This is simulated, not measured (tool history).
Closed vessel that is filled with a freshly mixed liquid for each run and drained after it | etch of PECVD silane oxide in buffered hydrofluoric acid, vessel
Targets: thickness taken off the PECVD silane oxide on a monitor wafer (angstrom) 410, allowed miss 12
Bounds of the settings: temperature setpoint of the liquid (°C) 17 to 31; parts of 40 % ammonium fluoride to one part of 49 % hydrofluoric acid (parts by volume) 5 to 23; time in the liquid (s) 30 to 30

run,hour,temperature setpoint of the liquid (°C),parts of 40 % ammonium fluoride to one part of 49 % hydrofluoric acid (parts by volume),time in the liquid (s),thickness taken off the PECVD silane oxide on a monitor wafer (angstrom)
1,0,23,14,30,569.36
2,8.7,23,14,30,572.16
3,10.5,26,14,30,669.36
4,19.4,23.5,14,30,582.39
5,25.5,23.5,10.5,30,791.63
6,32.8,23.5,8.5,30,925.87
7,36.5,19.5,13,30,509.91
8,44,19.5,13,30,498.79
9,52,18.5,13,30,479.33
10,53.2,18,13.5,30,446.12
11,59.7,18,13.5,30,446.89
12,65.4,17.5,13.5,30,433.31
13,66.8,17,13.5,30,422.84

Which of these 4 next moves meets every target?
A,68.2,19,15.5,30,?
B,68.2,17,15,30,?
C,68.2,17.5,15,30,?
D,68.2,17,12.5,30,?

move,thickness taken off the PECVD silane oxide on a monitor wafer (angstrom)
A,409.61
B,377.61
C,388.54
D,451.66
A: meets every target
B: takes the result that was furthest off past its target
C: takes the result that was furthest off past its target
D: further off than the last run
Answer: A
